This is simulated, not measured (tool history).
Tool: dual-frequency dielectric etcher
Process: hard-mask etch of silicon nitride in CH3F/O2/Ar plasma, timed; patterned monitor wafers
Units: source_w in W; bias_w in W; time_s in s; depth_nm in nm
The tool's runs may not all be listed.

run,hour,source_w,bias_w,time_s,depth_nm
1,0.0,330,63,224.0,153.34
2,1.9,310,63,224.0,148.32
3,5.2,280,61,224.0,140.74
4,9.9,260,60,224.0,135.38
5,13.6,260,60,234.5,141.63
6,18.2,260,52,234.5,135.54
7,20.8,250,52,234.5,132.93

Run 8 comes next. What will it give?
# hour 27.4: wet clean of the chamber
8,27.4,240,52,234.5,?

{"run 8": {"depth_nm": 124.65}}
